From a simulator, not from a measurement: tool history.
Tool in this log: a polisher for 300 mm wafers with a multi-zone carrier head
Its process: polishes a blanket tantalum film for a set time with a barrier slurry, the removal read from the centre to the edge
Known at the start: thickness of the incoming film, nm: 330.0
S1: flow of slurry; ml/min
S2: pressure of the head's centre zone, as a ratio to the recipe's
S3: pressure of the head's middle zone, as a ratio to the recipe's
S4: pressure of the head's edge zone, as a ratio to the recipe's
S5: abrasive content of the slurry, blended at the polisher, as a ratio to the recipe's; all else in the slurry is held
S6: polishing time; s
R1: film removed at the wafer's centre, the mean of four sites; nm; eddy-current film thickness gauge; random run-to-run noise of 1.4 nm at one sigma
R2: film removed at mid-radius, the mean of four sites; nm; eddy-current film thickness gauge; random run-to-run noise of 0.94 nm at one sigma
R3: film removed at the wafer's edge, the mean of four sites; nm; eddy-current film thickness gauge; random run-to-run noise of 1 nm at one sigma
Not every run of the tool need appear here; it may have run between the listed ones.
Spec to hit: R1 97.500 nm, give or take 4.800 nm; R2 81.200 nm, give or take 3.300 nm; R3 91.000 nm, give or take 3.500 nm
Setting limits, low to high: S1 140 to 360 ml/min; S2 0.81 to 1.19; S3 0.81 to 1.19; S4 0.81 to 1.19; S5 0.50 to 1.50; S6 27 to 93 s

{"run": 1, "day": 0.0, "S1": 230, "S2": 1.0, "S3": 1.0, "S4": 1.0, "S5": 1.0, "S6": 59, "R1": 128.42, "R2": 126.03, "R3": 129.42}
{"run": 2, "day": 0.288, "S1": 230, "S2": 1.0, "S3": 1.0, "S4": 0.94, "S5": 1.0, "S6": 59, "R1": 124.43, "R2": 127.12, "R3": 124.49}
{"run": 3, "day": 0.55, "S1": 195, "S2": 1.0, "S3": 1.0, "S4": 0.94, "S5": 1.0, "S6": 59, "R1": 119.61, "R2": 120.41, "R3": 121.62}
{"run": 4, "day": 0.65, "S1": 195, "S2": 1.0, "S3": 1.0, "S4": 0.94, "S5": 1.1, "S6": 59, "R1": 119.97, "R2": 126.07, "R3": 127.24}
{"run": 5, "day": 0.867, "S1": 195, "S2": 1.0, "S3": 0.96, "S4": 0.94, "S5": 1.1, "S6": 59, "R1": 124.12, "R2": 122.34, "R3": 122.87}
{"run": 6, "day": 1.121, "S1": 195, "S2": 1.0, "S3": 1.03, "S4": 0.94, "S5": 1.1, "S6": 59, "R1": 123.52, "R2": 127.44, "R3": 123.92}
{"run": 7, "day": 1.3, "S1": 190, "S2": 1.02, "S3": 1.01, "S4": 0.94, "S5": 1.0, "S6": 57, "R1": 118.91, "R2": 118.64, "R3": 118.04}
{"run": 8, "day": 1.338, "S1": 195, "S2": 1.1, "S3": 0.91, "S4": 0.89, "S5": 0.75, "S6": 45, "R1": 96.289, "R2": 82.33, "R3": 86.67}

Of the 5 settings listed for the next run, only one would bring every result within its allowed miss of target. Which one?
{"run": "A", "day": 1.375, "S1": 180, "S2": 1.08, "S3": 0.86, "S4": 0.93, "S5": 0.8, "S6": 46, "R1": "?", "R2": "?", "R3": "?"}
{"run": "B", "day": 1.375, "S1": 165, "S2": 1.19, "S3": 0.93, "S4": 0.93, "S5": 0.95, "S6": 42, "R1": "?", "R2": "?", "R3": "?"}
{"run": "C", "day": 1.375, "S1": 140, "S2": 0.98, "S3": 0.92, "S4": 0.87, "S5": 0.65, "S6": 51, "R1": "?", "R2": "?", "R3": "?"}
{"run": "D", "day": 1.375, "S1": 195, "S2": 1.16, "S3": 1.01, "S4": 0.81, "S5": 0.85, "S6": 42, "R1": "?", "R2": "?", "R3": "?"}
{"run": "E", "day": 1.375, "S1": 205, "S2": 1.11, "S3": 0.96, "S4": 0.84, "S5": 0.85, "S6": 45, "R1": "?", "R2": "?", "R3": "?"}

move=A R1=97.694 R2=81.394 R3=89.046
move=B R1=99.921 R2=79.920 R3=83.061
move=C R1=88.492 R2=85.938 R3=88.324
move=D R1=98.689 R2=85.653 R3=78.340
move=E R1=102.050 R2=89.175 R3=85.765
A: meets every target
B: moves away from the targets compared with the last run
C: gets the furthest-off result to its target, but another result is out of tolerance
D: moves away from the targets compared with the last run
E: moves away from the targets compared with the last run
So the answer is move A, the one that meets all the targets.
